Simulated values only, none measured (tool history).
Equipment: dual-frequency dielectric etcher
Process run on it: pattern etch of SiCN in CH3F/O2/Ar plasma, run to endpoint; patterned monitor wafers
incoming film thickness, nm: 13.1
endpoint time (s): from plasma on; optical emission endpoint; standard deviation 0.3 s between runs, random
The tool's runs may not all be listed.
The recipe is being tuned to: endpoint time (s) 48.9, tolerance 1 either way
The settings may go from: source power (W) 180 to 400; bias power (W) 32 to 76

run,hour,source power (W),bias power (W),endpoint time (s)
1,0,290,54,43.76
2,3.8,280,53,44.483
3,7.3,280,59,42.851
4,8.4,270,58,43.847
5,12.9,250,58,43.639
6,19.8,240,55,45.037
7,24.5,230,53,46.358
8,30.8,220,52,46.915
9,32.2,220,51,47.2

Exercise: of the 5 proposed moves below, exactly one satisfies all targets within the stated allowed misses. Which move is it?
A,33.6,200,40,?
B,33.6,220,41,?
C,33.6,180,46,?
D,33.6,190,57,?
E,33.6,270,41,?

move,endpoint time (s)
A,51.867
B,50.606
C,50.254
D,46.139
E,48.728
A: takes the result that was furthest off past its target
B: takes the result that was furthest off past its target
C: takes the result that was furthest off past its target
D: lands further from the targets than the last run did
E: each result inside its tolerance
Answer: E
